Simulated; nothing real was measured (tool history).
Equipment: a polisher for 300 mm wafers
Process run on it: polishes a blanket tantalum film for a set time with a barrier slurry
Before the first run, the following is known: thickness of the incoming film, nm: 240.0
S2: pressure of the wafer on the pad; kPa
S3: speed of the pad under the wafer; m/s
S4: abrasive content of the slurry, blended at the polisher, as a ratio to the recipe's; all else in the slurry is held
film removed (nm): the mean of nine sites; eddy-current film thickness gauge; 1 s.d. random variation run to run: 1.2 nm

{"run": 1, "hour": 0.0, "flow of slurry (ml/min)": 165, "S2": 11.7, "S3": 0.78, "S4": 1, "polishing time (s)": 71, "film removed (nm)": 76.889}
{"run": 2, "hour": 6.8, "flow of slurry (ml/min)": 165, "S2": 11.7, "S3": 0.78, "S4": 1, "polishing time (s)": 71, "film removed (nm)": 76.337}
{"run": 3, "hour": 8.8, "flow of slurry (ml/min)": 170, "S2": 12.4, "S3": 0.78, "S4": 1, "polishing time (s)": 71, "film removed (nm)": 80.128}
{"run": 4, "hour": 13.5, "flow of slurry (ml/min)": 170, "S2": 13.8, "S3": 0.78, "S4": 1, "polishing time (s)": 71, "film removed (nm)": 90.129}
{"run": 5, "hour": 21.2, "flow of slurry (ml/min)": 170, "S2": 14.5, "S3": 0.78, "S4": 1, "polishing time (s)": 71, "film removed (nm)": 93.971}
{"run": 6, "hour": 22.2, "flow of slurry (ml/min)": 170, "S2": 14.5, "S3": 0.78, "S4": 1, "polishing time (s)": 71, "film removed (nm)": 93.342}
{"run": 7, "hour": 28.6, "flow of slurry (ml/min)": 170, "S2": 15.2, "S3": 0.78, "S4": 1, "polishing time (s)": 71, "film removed (nm)": 97.806}
{"run": 8, "hour": 33.1, "flow of slurry (ml/min)": 175, "S2": 15.9, "S3": 0.78, "S4": 1, "polishing time (s)": 71, "film removed (nm)": 102.42}
{"run": 9, "hour": 34.9, "flow of slurry (ml/min)": 175, "S2": 16.5, "S3": 0.78, "S4": 1, "polishing time (s)": 71, "film removed (nm)": 106.27}
{"run": 10, "hour": 37.4, "flow of slurry (ml/min)": 175, "S2": 16.5, "S3": 0.78, "S4": 1, "polishing time (s)": 71, "film removed (nm)": 106.94}

Forecast run 11:
{"run": 11, "hour": 40.9, "flow of slurry (ml/min)": 175, "S2": 17.2, "S3": 0.78, "S4": 1, "polishing time (s)": 71, "film removed (nm)": "?"}

film removed (nm): 112.11

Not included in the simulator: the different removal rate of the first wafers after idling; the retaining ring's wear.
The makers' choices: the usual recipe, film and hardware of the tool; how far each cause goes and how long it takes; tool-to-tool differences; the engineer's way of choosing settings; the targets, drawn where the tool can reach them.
